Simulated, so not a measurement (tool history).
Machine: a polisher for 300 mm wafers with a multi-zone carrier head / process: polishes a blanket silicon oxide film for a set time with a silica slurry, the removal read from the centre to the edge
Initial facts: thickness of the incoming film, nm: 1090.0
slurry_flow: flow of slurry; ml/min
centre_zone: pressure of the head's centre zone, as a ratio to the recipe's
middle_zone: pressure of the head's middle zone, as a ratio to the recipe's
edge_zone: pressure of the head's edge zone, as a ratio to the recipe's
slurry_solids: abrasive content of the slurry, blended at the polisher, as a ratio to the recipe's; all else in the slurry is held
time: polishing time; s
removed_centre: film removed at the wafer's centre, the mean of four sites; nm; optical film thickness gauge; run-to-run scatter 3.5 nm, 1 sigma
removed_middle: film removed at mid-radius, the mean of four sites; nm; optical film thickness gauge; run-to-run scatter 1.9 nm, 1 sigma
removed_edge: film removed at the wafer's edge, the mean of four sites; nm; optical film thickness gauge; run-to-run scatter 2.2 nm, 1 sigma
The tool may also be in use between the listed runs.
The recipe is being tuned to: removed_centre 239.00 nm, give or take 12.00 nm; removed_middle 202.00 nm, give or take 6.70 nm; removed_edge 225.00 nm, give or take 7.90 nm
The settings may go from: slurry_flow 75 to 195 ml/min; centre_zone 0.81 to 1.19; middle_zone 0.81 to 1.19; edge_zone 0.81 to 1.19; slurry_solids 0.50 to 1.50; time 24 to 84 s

{"run": 1, "day": 0.0, "slurry_flow": 125, "centre_zone": 1.0, "middle_zone": 1.0, "edge_zone": 1.0, "slurry_solids": 1.0, "time": 54, "removed_centre": 181.86, "removed_middle": 176.51, "removed_edge": 176.28}
{"run": 2, "day": 0.179, "slurry_flow": 130, "centre_zone": 1.01, "middle_zone": 0.99, "edge_zone": 1.02, "slurry_solids": 1.05, "time": 54, "removed_centre": 194.11, "removed_middle": 180.57, "removed_edge": 186.79}
{"run": 3, "day": 0.35, "slurry_flow": 135, "centre_zone": 1.01, "middle_zone": 0.99, "edge_zone": 1.03, "slurry_solids": 1.05, "time": 54, "removed_centre": 191.81, "removed_middle": 181.33, "removed_edge": 188.66}
{"run": 4, "day": 0.392, "slurry_flow": 140, "centre_zone": 1.02, "middle_zone": 0.99, "edge_zone": 1.04, "slurry_solids": 1.05, "time": 54, "removed_centre": 190.15, "removed_middle": 183.41, "removed_edge": 187.59}
{"run": 5, "day": 0.767, "slurry_flow": 140, "centre_zone": 1.03, "middle_zone": 0.98, "edge_zone": 1.04, "slurry_solids": 1.1, "time": 54, "removed_centre": 209.84, "removed_middle": 191.1, "removed_edge": 195.73}
{"run": 6, "day": 1.075, "slurry_flow": 140, "centre_zone": 1.03, "middle_zone": 0.98, "edge_zone": 1.04, "slurry_solids": 1.1, "time": 63, "removed_centre": 237.75, "removed_middle": 217.35, "removed_edge": 227.65}
{"run": 7, "day": 1.167, "slurry_flow": 140, "centre_zone": 1.03, "middle_zone": 0.97, "edge_zone": 1.04, "slurry_solids": 1.1, "time": 63, "removed_centre": 234.21, "removed_middle": 220.82, "removed_edge": 226.41}
{"run": 8, "day": 1.396, "slurry_flow": 120, "centre_zone": 1.11, "middle_zone": 0.87, "edge_zone": 1.09, "slurry_solids": 1.1, "time": 63, "removed_centre": 245.19, "removed_middle": 193.98, "removed_edge": 228.73}
{"run": 9, "day": 1.633, "slurry_flow": 120, "centre_zone": 1.11, "middle_zone": 0.88, "edge_zone": 1.09, "slurry_solids": 1.1, "time": 63, "removed_centre": 240.95, "removed_middle": 195.0, "removed_edge": 226.22}
{"run": 10, "day": 1.708, "slurry_flow": 120, "centre_zone": 1.11, "middle_zone": 0.88, "edge_zone": 1.09, "slurry_solids": 1.1, "time": 63, "removed_centre": 242.89, "removed_middle": 192.69, "removed_edge": 231.32}

Which of these 4 next moves meets every target?
{"run": "A", "day": 1.783, "slurry_flow": 150, "centre_zone": 1.13, "middle_zone": 0.86, "edge_zone": 1.16, "slurry_solids": 1.1, "time": 57, "removed_centre": "?", "removed_middle": "?", "removed_edge": "?"}
{"run": "B", "day": 1.783, "slurry_flow": 125, "centre_zone": 1.07, "middle_zone": 0.9, "edge_zone": 1.03, "slurry_solids": 1.45, "time": 56, "removed_centre": "?", "removed_middle": "?", "removed_edge": "?"}
{"run": "C", "day": 1.783, "slurry_flow": 90, "centre_zone": 1.16, "middle_zone": 0.86, "edge_zone": 1.19, "slurry_solids": 1.1, "time": 68, "removed_centre": "?", "removed_middle": "?", "removed_edge": "?"}
{"run": "D", "day": 1.783, "slurry_flow": 120, "centre_zone": 1.15, "middle_zone": 0.86, "edge_zone": 1.13, "slurry_solids": 1.05, "time": 62, "removed_centre": "?", "removed_middle": "?", "removed_edge": "?"}

move=A removed_centre=233.97 removed_middle=177.81 removed_edge=224.36
move=B removed_centre=240.58 removed_middle=199.01 removed_edge=230.28
move=C removed_centre=242.49 removed_middle=184.24 removed_edge=246.21
move=D removed_centre=236.99 removed_middle=178.88 removed_edge=226.07
A: further off than the last run
B: every result within its allowed miss
C: further off than the last run
D: further off than the last run
Correct choice: B, which meets every target

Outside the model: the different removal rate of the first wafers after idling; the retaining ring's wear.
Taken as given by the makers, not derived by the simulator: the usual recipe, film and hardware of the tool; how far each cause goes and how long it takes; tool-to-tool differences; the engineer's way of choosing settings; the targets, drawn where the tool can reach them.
